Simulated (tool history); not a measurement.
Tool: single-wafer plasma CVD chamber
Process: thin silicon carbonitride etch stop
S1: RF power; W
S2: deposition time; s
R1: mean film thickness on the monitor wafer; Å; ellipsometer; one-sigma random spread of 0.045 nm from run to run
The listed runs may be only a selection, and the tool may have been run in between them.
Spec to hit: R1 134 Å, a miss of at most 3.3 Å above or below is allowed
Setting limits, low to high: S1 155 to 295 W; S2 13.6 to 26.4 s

{"run": 1, "day": 0.0, "S1": 225, "S2": 20, "R1": 119.46}
{"run": 2, "day": 0.121, "S1": 230, "S2": 20.2, "R1": 121.74}
{"run": 3, "day": 0.229, "S1": 235, "S2": 20.4, "R1": 124.33}
{"run": 4, "day": 0.55, "S1": 240, "S2": 20.5, "R1": 124.6}
{"run": 5, "day": 0.808, "S1": 240, "S2": 18.8, "R1": 114.62}
{"run": 6, "day": 1.071, "S1": 260, "S2": 18.8, "R1": 116.62}
{"run": 7, "day": 1.121, "S1": 260, "S2": 18.8, "R1": 116.58}
{"run": 8, "day": 1.254, "S1": 260, "S2": 19.2, "R1": 119.65}

5 candidate next runs follow, results not yet known. Just one meets every target within its allowed miss. Identify it.
{"run": "A", "day": 1.388, "S1": 250, "S2": 20.4, "R1": "?"}
{"run": "B", "day": 1.388, "S1": 260, "S2": 20.7, "R1": "?"}
{"run": "C", "day": 1.388, "S1": 260, "S2": 21.4, "R1": "?"}
{"run": "D", "day": 1.388, "S1": 255, "S2": 20.3, "R1": "?"}
{"run": "E", "day": 1.388, "S1": 285, "S2": 19.8, "R1": "?"}

move=A R1=125.66
move=B R1=128.92
move=C R1=133.28
move=D R1=125.74
move=E R1=126.54
A: closer than the last run, but not yet in spec
B: closer than the last run, but not yet in spec
C: in spec on every target
D: closer than the last run, but not yet in spec
E: closer than the last run, but not yet in spec
C meets every target.

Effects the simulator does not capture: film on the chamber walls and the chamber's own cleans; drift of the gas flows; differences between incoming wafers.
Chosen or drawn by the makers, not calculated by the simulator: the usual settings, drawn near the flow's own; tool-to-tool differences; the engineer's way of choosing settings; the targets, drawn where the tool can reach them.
